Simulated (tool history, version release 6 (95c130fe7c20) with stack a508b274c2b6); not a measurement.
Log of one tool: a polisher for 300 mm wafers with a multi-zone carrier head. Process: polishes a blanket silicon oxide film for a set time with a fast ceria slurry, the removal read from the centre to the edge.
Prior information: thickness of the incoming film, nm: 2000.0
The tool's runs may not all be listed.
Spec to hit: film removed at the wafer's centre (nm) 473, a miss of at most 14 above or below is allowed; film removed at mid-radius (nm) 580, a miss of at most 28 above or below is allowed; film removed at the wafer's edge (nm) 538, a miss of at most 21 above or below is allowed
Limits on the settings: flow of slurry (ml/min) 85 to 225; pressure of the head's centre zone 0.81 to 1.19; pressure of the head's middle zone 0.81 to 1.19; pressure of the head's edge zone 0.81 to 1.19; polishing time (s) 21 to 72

run  hour  flow of slurry (ml/min)  pressure of the head's centre zone  pressure of the head's middle zone  pressure of the head's edge zone  polishing time (s)  film removed at the wafer's centre (nm)  film removed at mid-radius (nm)  film removed at the wafer's edge (nm)
  1     0                      145                                   1                                   1                                 1                  46                                   648.79                           664.72                                 667.32
  2   2.4                      145                                   1                                   1                                 1                  56                                   792.28                           799.26                                 799.27
  3   8.7                      140                                0.97                                   1                              0.97                  53                                   725.44                           745.58                                 735.96
  4  11.4                      125                                0.97                                   1                              0.97                  53                                   711.37                           746.72                                 738.19
  5  14.7                      125                                0.94                                   1                              0.95                  51                                   658.26                           691.73                                 694.37
  6  20.2                      125                                0.94                                1.06                              0.95                  51                                   660.16                           741.91                                 699.92
  7  22.1                      120                                0.92                                1.06                              0.93                  49                                   616.91                            710.6                                 655.25
  8  29.4                      120                                0.92                                1.06                              0.93                  49                                   618.64                           715.21                                 657.21
     36.2  -- worn pad replaced by a new one
  9  36.2                      115                                 0.9                                1.05                              0.92                  48                                      629                           709.44                                 694.69
 10  40.2                      105                                0.92                                1.14                              1.02                  35                                    463.1                           540.84                                 525.44

Pick the move, out of 5, that brings all results within their allowed miss; only one does.
  A  44.2                      105                                0.89                                1.12                              0.96                  37                                        ?                                ?                                      ?
  B  44.2                       90                                0.99                                1.16                              0.99                  34                                        ?                                ?                                      ?
  C  44.2                       85                                0.85                                1.19                              1.01                  39                                        ?                                ?                                      ?
  D  44.2                       85                                0.95                                1.03                              1.05                  36                                        ?                                ?                                      ?
  E  44.2                      115                                0.89                                1.19                              0.91                  35                                        ?                                ?                                      ?

move  film removed at the wafer's centre (nm)  film removed at mid-radius (nm)  film removed at the wafer's edge (nm)
   A                                   464.93                           585.71                                 530.96
   B                                   459.13                           534.18                                 484.36
   C                                   445.44                           616.61                                 556.11
   D                                   459.58                           515.79                                 523.74
   E                                   448.69                           587.68                                 495.79
A: in spec on every target
B: further off than the last run
C: the result that was furthest off in the last run now lies on the other side of its target
D: further off than the last run
E: the furthest-off result lands on target, but another misses its tolerance
A meets every target.
